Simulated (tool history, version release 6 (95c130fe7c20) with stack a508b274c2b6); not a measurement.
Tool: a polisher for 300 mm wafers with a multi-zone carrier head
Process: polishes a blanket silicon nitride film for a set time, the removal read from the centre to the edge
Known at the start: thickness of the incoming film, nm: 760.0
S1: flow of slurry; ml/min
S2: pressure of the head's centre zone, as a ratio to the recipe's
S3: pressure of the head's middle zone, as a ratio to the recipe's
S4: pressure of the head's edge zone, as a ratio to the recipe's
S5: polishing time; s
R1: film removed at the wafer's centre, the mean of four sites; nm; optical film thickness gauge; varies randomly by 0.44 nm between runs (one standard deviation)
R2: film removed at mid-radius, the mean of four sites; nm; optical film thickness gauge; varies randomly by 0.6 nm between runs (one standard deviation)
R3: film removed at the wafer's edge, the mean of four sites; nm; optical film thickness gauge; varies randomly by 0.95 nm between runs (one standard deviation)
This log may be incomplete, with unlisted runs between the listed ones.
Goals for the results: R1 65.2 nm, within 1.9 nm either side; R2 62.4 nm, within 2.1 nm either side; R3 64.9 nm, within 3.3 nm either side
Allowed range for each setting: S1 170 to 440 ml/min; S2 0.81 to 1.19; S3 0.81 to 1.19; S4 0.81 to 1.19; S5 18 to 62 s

run	hour	S1	S2	S3	S4	S5	R1	R2	R3
1	0	280	1	1	1	40	53.462	52.581	51.343
2	6.6	220	1	1	1	40	51.877	51.545	49.91
3	10.4	230	1.01	1.01	1.02	41	53.448	52.485	52.391
4	15.1	240	1.02	1.02	1.03	42	55.628	55.844	53.022
5	19.3	240	0.94	1.02	1.03	42	51.181	56.042	53.34
6	22.1	240	0.87	1.02	1.03	42	48.068	55.038	53.115
7	26	250	0.89	1.02	1.05	43	50.753	57.533	55.147
8	27.4	300	0.99	0.93	1.15	47	62.464	59.046	63.841
9	32	305	0.99	0.93	1.15	47	62.521	59.123	64.992
10	37.1	310	0.99	0.94	1.15	47	63.015	59.751	66.135

5 next moves are on the table. One of them brings every result within its allowed miss. Which?
A	42.2	325	1	0.95	1.08	48	?	?	?
B	42.2	390	1.01	0.89	1.19	46	?	?	?
C	42.2	335	0.92	0.86	1.19	50	?	?	?
D	42.2	170	1	0.92	1.16	50	?	?	?
E	42.2	300	0.97	1	1.07	47	?	?	?

move	R1	R2	R3
A	64.562	62.2	65.243
B	63.454	57.254	66.495
C	61.963	59.819	71.655
D	62.162	58.756	66.853
E	60.859	63.158	63.206
A: hits every target within its allowed miss
B: lands further from the targets than the last run did
C: lands further from the targets than the last run did
D: lands further from the targets than the last run did
E: puts the biggest miss on target and leaves a different result outside tolerance
A is the move that brings every result within its allowed miss.

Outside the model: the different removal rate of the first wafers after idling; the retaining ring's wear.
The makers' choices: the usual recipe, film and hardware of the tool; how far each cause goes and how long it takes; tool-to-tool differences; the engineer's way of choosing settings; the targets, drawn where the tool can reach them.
